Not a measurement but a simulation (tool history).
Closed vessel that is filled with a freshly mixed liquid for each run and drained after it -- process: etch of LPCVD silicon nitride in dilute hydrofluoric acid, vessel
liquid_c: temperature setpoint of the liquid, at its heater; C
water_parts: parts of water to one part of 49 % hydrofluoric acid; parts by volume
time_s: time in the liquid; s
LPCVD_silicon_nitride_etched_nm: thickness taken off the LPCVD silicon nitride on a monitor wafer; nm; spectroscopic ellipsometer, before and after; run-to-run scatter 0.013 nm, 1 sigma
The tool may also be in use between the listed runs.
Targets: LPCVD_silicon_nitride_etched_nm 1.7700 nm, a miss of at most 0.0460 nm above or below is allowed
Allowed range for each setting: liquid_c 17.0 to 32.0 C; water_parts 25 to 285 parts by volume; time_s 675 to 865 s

run,hour,liquid_c,water_parts,time_s,LPCVD_silicon_nitride_etched_nm
1,0.0,24.0,155,865,3.1673
2,8.2,24.0,105,865,4.5977
3,13.1,27.5,105,865,5.7912
4,18.7,27.5,150,865,4.0587
5,21.1,26.0,155,865,3.5732
6,23.0,26.0,120,865,4.6467
7,26.9,25.0,125,865,4.1874
8,34.5,25.0,125,865,4.1832
9,41.6,24.0,130,865,3.7287
10,45.1,20.0,175,860,2.1435

Next run, 5 choices. One meets every target within its allowed miss, the rest don't. Which?
A,48.6,21.0,180,740,?
B,48.6,21.0,195,795,?
C,48.6,20.5,160,675,?
D,48.6,20.0,205,865,?
E,48.6,19.5,180,755,?

move,LPCVD_silicon_nitride_etched_nm
A,1.9262
B,1.9138
C,1.9072
D,1.8579
E,1.7802
A: better than the last run, though not everything is in spec
B: better than the last run, though not everything is in spec
C: better than the last run, though not everything is in spec
D: better than the last run, though not everything is in spec
E: each result inside its tolerance
Move E is the one to make.

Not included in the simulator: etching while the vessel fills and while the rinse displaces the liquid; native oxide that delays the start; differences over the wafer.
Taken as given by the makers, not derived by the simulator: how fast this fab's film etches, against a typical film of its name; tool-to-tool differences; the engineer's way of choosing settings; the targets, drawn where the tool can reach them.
